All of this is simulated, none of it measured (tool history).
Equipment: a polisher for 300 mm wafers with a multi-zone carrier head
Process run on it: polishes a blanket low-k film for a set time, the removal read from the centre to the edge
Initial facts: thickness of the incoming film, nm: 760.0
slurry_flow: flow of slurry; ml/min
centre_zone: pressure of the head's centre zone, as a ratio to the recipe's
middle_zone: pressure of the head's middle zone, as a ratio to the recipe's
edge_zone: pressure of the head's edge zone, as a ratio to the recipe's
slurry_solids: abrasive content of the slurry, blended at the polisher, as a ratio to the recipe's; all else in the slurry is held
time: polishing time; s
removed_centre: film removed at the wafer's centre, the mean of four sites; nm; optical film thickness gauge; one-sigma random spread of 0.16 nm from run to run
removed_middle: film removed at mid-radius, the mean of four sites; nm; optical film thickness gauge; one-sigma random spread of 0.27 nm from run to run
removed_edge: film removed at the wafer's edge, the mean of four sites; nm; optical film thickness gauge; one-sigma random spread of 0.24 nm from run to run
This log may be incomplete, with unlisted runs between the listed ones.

{"run": 1, "hour": 0.0, "slurry_flow": 230, "centre_zone": 1.0, "middle_zone": 1.0, "edge_zone": 1.0, "slurry_solids": 1.0, "time": 80, "removed_centre": 26.788, "removed_middle": 26.444, "removed_edge": 26.375}
{"run": 2, "hour": 8.7, "slurry_flow": 230, "centre_zone": 1.04, "middle_zone": 1.0, "edge_zone": 1.0, "slurry_solids": 1.0, "time": 80, "removed_centre": 28.192, "removed_middle": 26.0, "removed_edge": 26.056}
{"run": 3, "hour": 16.3, "slurry_flow": 230, "centre_zone": 1.04, "middle_zone": 1.0, "edge_zone": 1.0, "slurry_solids": 1.0, "time": 97, "removed_centre": 33.749, "removed_middle": 31.59, "removed_edge": 31.853}
{"run": 4, "hour": 21.0, "slurry_flow": 230, "centre_zone": 1.01, "middle_zone": 1.01, "edge_zone": 0.97, "slurry_solids": 0.9, "time": 93, "removed_centre": 30.097, "removed_middle": 28.733, "removed_edge": 29.021}
{"run": 5, "hour": 29.7, "slurry_flow": 230, "centre_zone": 0.93, "middle_zone": 1.01, "edge_zone": 0.97, "slurry_solids": 0.9, "time": 93, "removed_centre": 27.63, "removed_middle": 28.622, "removed_edge": 28.457}
{"run": 6, "hour": 31.9, "slurry_flow": 230, "centre_zone": 0.93, "middle_zone": 1.01, "edge_zone": 0.97, "slurry_solids": 0.95, "time": 93, "removed_centre": 28.622, "removed_middle": 29.905, "removed_edge": 29.422}
{"run": 7, "hour": 33.5, "slurry_flow": 220, "centre_zone": 0.86, "middle_zone": 1.08, "edge_zone": 0.87, "slurry_solids": 0.7, "time": 84, "removed_centre": 19.488, "removed_middle": 24.295, "removed_edge": 21.575}
{"run": 8, "hour": 36.5, "slurry_flow": 200, "centre_zone": 0.91, "middle_zone": 1.04, "edge_zone": 0.81, "slurry_solids": 0.6, "time": 83, "removed_centre": 18.373, "removed_middle": 20.535, "removed_edge": 18.472}
{"run": 9, "hour": 40.4, "slurry_flow": 210, "centre_zone": 0.91, "middle_zone": 1.05, "edge_zone": 0.82, "slurry_solids": 0.6, "time": 83, "removed_centre": 18.264, "removed_middle": 20.311, "removed_edge": 18.035}
{"run": 10, "hour": 41.6, "slurry_flow": 210, "centre_zone": 0.91, "middle_zone": 1.06, "edge_zone": 0.84, "slurry_solids": 0.6, "time": 83, "removed_centre": 18.214, "removed_middle": 20.14, "removed_edge": 18.491}

The next listed run, before its measurement:
{"run": 11, "hour": 50.3, "slurry_flow": 220, "centre_zone": 0.91, "middle_zone": 1.07, "edge_zone": 0.84, "slurry_solids": 0.6, "time": 83, "removed_centre": "?", "removed_middle": "?", "removed_edge": "?"}

{"run 11": {"removed_centre": 18.229, "removed_middle": 20.546, "removed_edge": 18.453}}
